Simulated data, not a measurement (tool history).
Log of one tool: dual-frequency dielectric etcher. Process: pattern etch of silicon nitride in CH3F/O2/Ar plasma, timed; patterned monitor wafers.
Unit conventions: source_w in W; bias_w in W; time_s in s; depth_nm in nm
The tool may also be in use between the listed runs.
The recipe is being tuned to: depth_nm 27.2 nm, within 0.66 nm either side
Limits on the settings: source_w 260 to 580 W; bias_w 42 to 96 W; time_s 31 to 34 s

{"run": 1, "hour": 0.0, "source_w": 420, "bias_w": 69, "time_s": 34, "depth_nm": 23.776}
{"run": 2, "hour": 0.6, "source_w": 440, "bias_w": 70, "time_s": 34, "depth_nm": 24.327}
{"run": 3, "hour": 1.5, "source_w": 410, "bias_w": 70, "time_s": 34, "depth_nm": 23.728}
{"run": 4, "hour": 2.6, "source_w": 430, "bias_w": 71, "time_s": 34, "depth_nm": 24.225}
{"run": 5, "hour": 7.5, "source_w": 360, "bias_w": 71, "time_s": 34, "depth_nm": 22.77}
{"run": 6, "hour": 16.5, "source_w": 300, "bias_w": 71, "time_s": 34, "depth_nm": 21.33}
{"run": 7, "hour": 22.6, "source_w": 340, "bias_w": 73, "time_s": 34, "depth_nm": 22.685}
{"run": 8, "hour": 29.4, "source_w": 370, "bias_w": 74, "time_s": 34, "depth_nm": 23.313}
{"run": 9, "hour": 34.2, "source_w": 400, "bias_w": 75, "time_s": 34, "depth_nm": 24.152}

Exercise: of the 5 proposed moves below, exactly one satisfies all targets within the stated allowed misses. Which move is it?
{"run": "A", "hour": 39.0, "source_w": 470, "bias_w": 96, "time_s": 33, "depth_nm": "?"}
{"run": "B", "hour": 39.0, "source_w": 430, "bias_w": 80, "time_s": 34, "depth_nm": "?"}
{"run": "C", "hour": 39.0, "source_w": 430, "bias_w": 81, "time_s": 34, "depth_nm": "?"}
{"run": "D", "hour": 39.0, "source_w": 450, "bias_w": 79, "time_s": 34, "depth_nm": "?"}
{"run": "E", "hour": 39.0, "source_w": 430, "bias_w": 77, "time_s": 34, "depth_nm": "?"}

move=A depth_nm=27.222
move=B depth_nm=25.25
move=C depth_nm=25.378
move=D depth_nm=25.518
move=E depth_nm=24.86
A: every result lands within tolerance
B: moves toward the targets from the last run without getting all of them in spec
C: moves toward the targets from the last run without getting all of them in spec
D: moves toward the targets from the last run without getting all of them in spec
E: moves toward the targets from the last run without getting all of them in spec
So the answer is move A, the one that meets all the targets.
